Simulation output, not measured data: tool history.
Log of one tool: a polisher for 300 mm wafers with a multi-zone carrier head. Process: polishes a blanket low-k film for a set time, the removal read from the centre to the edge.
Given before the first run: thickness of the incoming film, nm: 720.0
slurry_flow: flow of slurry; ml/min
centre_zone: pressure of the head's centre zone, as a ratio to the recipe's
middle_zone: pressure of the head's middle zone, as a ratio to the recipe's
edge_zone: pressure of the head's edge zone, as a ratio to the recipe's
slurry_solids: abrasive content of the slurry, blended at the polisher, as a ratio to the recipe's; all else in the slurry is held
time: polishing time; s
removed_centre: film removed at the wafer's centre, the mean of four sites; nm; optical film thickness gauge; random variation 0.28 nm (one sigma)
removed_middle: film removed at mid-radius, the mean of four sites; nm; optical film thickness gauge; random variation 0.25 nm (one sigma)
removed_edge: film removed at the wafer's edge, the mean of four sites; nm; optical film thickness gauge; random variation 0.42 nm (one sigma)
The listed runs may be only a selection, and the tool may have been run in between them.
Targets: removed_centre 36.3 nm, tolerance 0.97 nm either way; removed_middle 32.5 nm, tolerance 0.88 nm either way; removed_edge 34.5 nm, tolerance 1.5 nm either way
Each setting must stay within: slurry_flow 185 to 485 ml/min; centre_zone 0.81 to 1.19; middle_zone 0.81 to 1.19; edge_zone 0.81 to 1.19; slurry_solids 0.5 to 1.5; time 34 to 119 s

{"run": 1, "hour": 0.0, "slurry_flow": 310, "centre_zone": 1, "middle_zone": 1, "edge_zone": 1, "slurry_solids": 1, "time": 76, "removed_centre": 28.302, "removed_middle": 29.378, "removed_edge": 29.294}
{"run": 2, "hour": 0.8, "slurry_flow": 310, "centre_zone": 1, "middle_zone": 1, "edge_zone": 1, "slurry_solids": 0.9, "time": 76, "removed_centre": 27.828, "removed_middle": 28.733, "removed_edge": 28.179}
{"run": 3, "hour": 6.2, "slurry_flow": 310, "centre_zone": 1.07, "middle_zone": 1, "edge_zone": 1, "slurry_solids": 0.9, "time": 76, "removed_centre": 29.95, "removed_middle": 28.368, "removed_edge": 27.272}
{"run": 4, "hour": 13.9, "slurry_flow": 320, "centre_zone": 1.08, "middle_zone": 1, "edge_zone": 1.04, "slurry_solids": 1, "time": 76, "removed_centre": 31.298, "removed_middle": 29.093, "removed_edge": 30.255}
{"run": 5, "hour": 20.0, "slurry_flow": 320, "centre_zone": 1.08, "middle_zone": 1, "edge_zone": 1.04, "slurry_solids": 0.8, "time": 76, "removed_centre": 28.791, "removed_middle": 27.641, "removed_edge": 27.279}
{"run": 6, "hour": 26.9, "slurry_flow": 320, "centre_zone": 1.08, "middle_zone": 1, "edge_zone": 0.99, "slurry_solids": 0.8, "time": 76, "removed_centre": 29.139, "removed_middle": 27.636, "removed_edge": 27.05}
{"run": 7, "hour": 30.6, "slurry_flow": 350, "centre_zone": 1.1, "middle_zone": 1.01, "edge_zone": 1.02, "slurry_solids": 0.9, "time": 76, "removed_centre": 31.235, "removed_middle": 28.768, "removed_edge": 28.243}
{"run": 8, "hour": 33.7, "slurry_flow": 350, "centre_zone": 1.11, "middle_zone": 1.02, "edge_zone": 1.05, "slurry_solids": 1, "time": 76, "removed_centre": 32.53, "removed_middle": 30.269, "removed_edge": 29.884}
{"run": 9, "hour": 36.7, "slurry_flow": 355, "centre_zone": 1.12, "middle_zone": 1.02, "edge_zone": 1.08, "slurry_solids": 1.05, "time": 76, "removed_centre": 33.591, "removed_middle": 30.408, "removed_edge": 30.979}
{"run": 10, "hour": 41.8, "slurry_flow": 360, "centre_zone": 1.13, "middle_zone": 1.03, "edge_zone": 1.1, "slurry_solids": 1.1, "time": 76, "removed_centre": 33.709, "removed_middle": 30.817, "removed_edge": 30.986}
{"run": 11, "hour": 42.4, "slurry_flow": 365, "centre_zone": 1.13, "middle_zone": 1.03, "edge_zone": 1.11, "slurry_solids": 1.15, "time": 76, "removed_centre": 34.615, "removed_middle": 31.751, "removed_edge": 31.522}
{"run": 12, "hour": 51.4, "slurry_flow": 360, "centre_zone": 1.13, "middle_zone": 1.02, "edge_zone": 1.12, "slurry_solids": 1.2, "time": 76, "removed_centre": 35.203, "removed_middle": 31.762, "removed_edge": 32.685}

Exercise: of the 4 proposed moves below, exactly one satisfies all targets within the stated allowed misses. Which move is it?
{"run": "A", "hour": 60.4, "slurry_flow": 305, "centre_zone": 1.14, "middle_zone": 1, "edge_zone": 1.16, "slurry_solids": 1.25, "time": 79, "removed_centre": "?", "removed_middle": "?", "removed_edge": "?"}
{"run": "B", "hour": 60.4, "slurry_flow": 310, "centre_zone": 0.98, "middle_zone": 1, "edge_zone": 1.19, "slurry_solids": 1.25, "time": 84, "removed_centre": "?", "removed_middle": "?", "removed_edge": "?"}
{"run": "C", "hour": 60.4, "slurry_flow": 385, "centre_zone": 1.03, "middle_zone": 1.04, "edge_zone": 1.11, "slurry_solids": 1.25, "time": 79, "removed_centre": "?", "removed_middle": "?", "removed_edge": "?"}
{"run": "D", "hour": 60.4, "slurry_flow": 295, "centre_zone": 1.12, "middle_zone": 0.88, "edge_zone": 1.02, "slurry_solids": 1.2, "time": 82, "removed_centre": "?", "removed_middle": "?", "removed_edge": "?"}

move=A removed_centre=37.11 removed_middle=32.531 removed_edge=34.614
move=B removed_centre=33.941 removed_middle=34.67 removed_edge=37.342
move=C removed_centre=34.245 removed_middle=33.976 removed_edge=34.34
move=D removed_centre=37.221 removed_middle=30.909 removed_edge=33.22
A: hits every target within its allowed miss
B: carries the result that was furthest off beyond its target, to the other side
C: the furthest-off result lands on target, but another misses its tolerance
D: the furthest-off result lands on target, but another misses its tolerance
A is the move that brings every result within its allowed miss.

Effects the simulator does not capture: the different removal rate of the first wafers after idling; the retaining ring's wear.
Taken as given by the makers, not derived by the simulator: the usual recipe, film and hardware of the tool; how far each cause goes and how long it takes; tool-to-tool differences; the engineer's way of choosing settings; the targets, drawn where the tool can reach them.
